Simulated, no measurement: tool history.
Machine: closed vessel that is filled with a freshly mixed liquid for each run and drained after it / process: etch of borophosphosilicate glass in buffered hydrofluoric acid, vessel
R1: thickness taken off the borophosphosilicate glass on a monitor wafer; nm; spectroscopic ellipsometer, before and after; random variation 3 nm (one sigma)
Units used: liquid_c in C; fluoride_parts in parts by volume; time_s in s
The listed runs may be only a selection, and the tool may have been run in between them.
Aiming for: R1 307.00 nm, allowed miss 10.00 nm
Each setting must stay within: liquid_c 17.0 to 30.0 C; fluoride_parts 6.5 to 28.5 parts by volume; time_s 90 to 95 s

run 1 hour=0.0 | liquid_c=22.0 fluoride_parts=17.5 time_s=90 | R1=139.36
run 2 hour=4.9 | liquid_c=24.0 fluoride_parts=16.0 time_s=90 | R1=170.44
run 3 hour=6.9 | liquid_c=24.0 fluoride_parts=20.5 time_s=90 | R1=132.60
run 4 hour=9.8 | liquid_c=21.5 fluoride_parts=20.5 time_s=90 | R1=114.09
run 5 hour=11.5 | liquid_c=23.0 fluoride_parts=20.5 time_s=90 | R1=127.79
run 6 hour=19.1 | liquid_c=24.5 fluoride_parts=18.0 time_s=90 | R1=155.42
run 7 hour=26.1 | liquid_c=26.0 fluoride_parts=16.0 time_s=90 | R1=189.50
run 8 hour=32.8 | liquid_c=27.0 fluoride_parts=14.5 time_s=90 | R1=222.71
run 9 hour=41.9 | liquid_c=27.5 fluoride_parts=14.0 time_s=90 | R1=230.14
run 10 hour=47.7 | liquid_c=28.0 fluoride_parts=13.5 time_s=90 | R1=249.37
run 11 hour=55.9 | liquid_c=28.5 fluoride_parts=13.0 time_s=90 | R1=261.84
run 12 hour=64.3 | liquid_c=29.0 fluoride_parts=12.5 time_s=90 | R1=279.58

Which one of the following 4 next-run settings gets every result inside its allowed miss? There is exactly one.
run A hour=72.7 | liquid_c=29.0 fluoride_parts=14.0 time_s=90 | R1=?
run B hour=72.7 | liquid_c=29.0 fluoride_parts=11.0 time_s=95 | R1=?
run C hour=72.7 | liquid_c=29.0 fluoride_parts=10.5 time_s=90 | R1=?
run D hour=72.7 | liquid_c=28.0 fluoride_parts=11.0 time_s=90 | R1=?

move=A R1=249.72
move=B R1=334.01
move=C R1=331.18
move=D R1=300.26
A: moves away from the targets compared with the last run
B: the result that was furthest off in the last run now lies on the other side of its target
C: the result that was furthest off in the last run now lies on the other side of its target
D: every result within its allowed miss
So the answer is move D, the one that meets all the targets.

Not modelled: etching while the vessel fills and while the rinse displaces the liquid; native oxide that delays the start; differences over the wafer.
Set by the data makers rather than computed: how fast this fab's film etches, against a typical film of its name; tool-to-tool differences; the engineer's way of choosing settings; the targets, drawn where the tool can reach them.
